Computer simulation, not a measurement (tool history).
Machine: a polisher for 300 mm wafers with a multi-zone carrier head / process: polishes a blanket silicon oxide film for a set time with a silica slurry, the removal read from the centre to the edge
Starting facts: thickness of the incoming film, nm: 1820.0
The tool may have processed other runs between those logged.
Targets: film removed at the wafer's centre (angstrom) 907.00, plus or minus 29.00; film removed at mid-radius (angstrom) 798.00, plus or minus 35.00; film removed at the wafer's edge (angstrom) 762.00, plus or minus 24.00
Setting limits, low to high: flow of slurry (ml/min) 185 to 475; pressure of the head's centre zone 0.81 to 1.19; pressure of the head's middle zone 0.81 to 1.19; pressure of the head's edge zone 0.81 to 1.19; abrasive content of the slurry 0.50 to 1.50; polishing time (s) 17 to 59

run  hour  flow of slurry (ml/min)  pressure of the head's centre zone  pressure of the head's middle zone  pressure of the head's edge zone  abrasive content of the slurry  polishing time (s)  film removed at the wafer's centre (angstrom)  film removed at mid-radius (angstrom)  film removed at the wafer's edge (angstrom)
  1   0.0                      305                                1.00                                1.00                              1.00                            1.00                  38                                        1353.50                                1455.70                                      1455.70
  2   5.8                      310                                1.03                                0.99                              0.98                            0.90                  36                                        1206.70                                1277.70                                      1286.50
  3  11.5                      260                                1.03                                0.99                              0.98                            0.90                  36                                        1188.30                                1255.80                                      1246.10
  4  13.4                      250                                1.06                                0.98                              0.95                            0.85                  35                                        1125.30                                1151.60                                      1151.40
  5  16.1                      250                                1.06                                0.93                              0.95                            0.85                  35                                        1112.80                                1075.80                                      1146.90
     17.6  -- centre zone pressure recalibrated
  6  17.6                      250                                1.06                                0.93                              0.95                            0.70                  35                                        1038.90                                 896.24                                       959.01
  7  23.3                      250                                1.05                                0.94                              0.93                            0.65                  35                                         934.94                                 842.80                                       868.80
  8  32.1                      260                                1.06                                0.94                              0.91                            0.65                  36                                         985.30                                 830.71                                       869.35
  9  35.3                      260                                1.05                                0.95                              0.89                            0.65                  36                                         973.56                                 874.18                                       871.27

Exactly one of the 4 candidate moves below puts every result within its allowed miss. Which one?
  A  38.5                      210                                1.11                                1.00                              0.85                            0.50                  52                                              ?                                      ?                                            ?
  B  38.5                      270                                1.03                                0.87                              0.95                            0.65                  38                                              ?                                      ?                                            ?
  C  38.5                      350                                1.01                                1.09                              0.81                            0.60                  38                                              ?                                      ?                                            ?
  D  38.5                      275                                1.02                                0.88                              0.93                            0.65                  38                                              ?                                      ?                                            ?

move  film removed at the wafer's centre (angstrom)  film removed at mid-radius (angstrom)  film removed at the wafer's edge (angstrom)
   A                                         909.72                                 782.48                                       767.99
   B                                        1008.60                                 830.33                                       956.20
   C                                         911.84                                 921.51                                       809.04
   D                                        1001.30                                 840.13                                       948.18
A: each result inside its tolerance
B: its largest miss is bigger than the last run's
C: better than the last run, though not everything is in spec
D: its largest miss is bigger than the last run's
A is the move that brings every result within its allowed miss.

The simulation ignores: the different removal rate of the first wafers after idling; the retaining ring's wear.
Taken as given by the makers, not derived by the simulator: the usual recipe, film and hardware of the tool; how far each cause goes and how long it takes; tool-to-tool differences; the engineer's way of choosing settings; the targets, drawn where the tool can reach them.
